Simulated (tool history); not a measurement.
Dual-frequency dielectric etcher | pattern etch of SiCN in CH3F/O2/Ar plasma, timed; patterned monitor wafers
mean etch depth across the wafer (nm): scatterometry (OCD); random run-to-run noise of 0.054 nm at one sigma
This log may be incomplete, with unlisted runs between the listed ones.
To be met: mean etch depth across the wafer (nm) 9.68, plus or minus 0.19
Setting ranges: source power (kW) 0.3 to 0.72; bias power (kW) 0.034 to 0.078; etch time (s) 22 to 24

run,hour,source power (kW),bias power (kW),etch time (s),mean etch depth across the wafer (nm)
1,0,0.51,0.056,24,8.8553
2,5.2,0.53,0.057,24,9.0415
3,8.2,0.53,0.049,24,8.6882
4,16.5,0.53,0.049,24,8.6489
5,17.5,0.56,0.05,24,8.9081
6,24.2,0.56,0.05,22,8.1459
7,32.1,0.57,0.055,22,8.4018
8,34.6,0.58,0.059,22.5,8.9171
9,42.9,0.6,0.06,22.5,9.1527
10,51.4,0.62,0.06,22.5,9.2854
11,56.1,0.63,0.06,22.5,9.3949
12,64.1,0.64,0.06,22.5,9.3945

Exercise: of the 5 proposed moves below, exactly one satisfies all targets within the stated allowed misses. Which move is it?
A,72.1,0.69,0.059,22.5,?
B,72.1,0.62,0.06,22,?
C,72.1,0.5,0.072,22.5,?
D,72.1,0.6,0.062,22.5,?
E,72.1,0.55,0.065,22.5,?

move,mean etch depth across the wafer (nm)
A,9.7007
B,9.0707
C,8.8566
D,9.2244
E,8.98
A: all results in spec
B: the biggest miss grows against the last run
C: the biggest miss grows against the last run
D: the biggest miss grows against the last run
E: the biggest miss grows against the last run
Move A is the one to make.
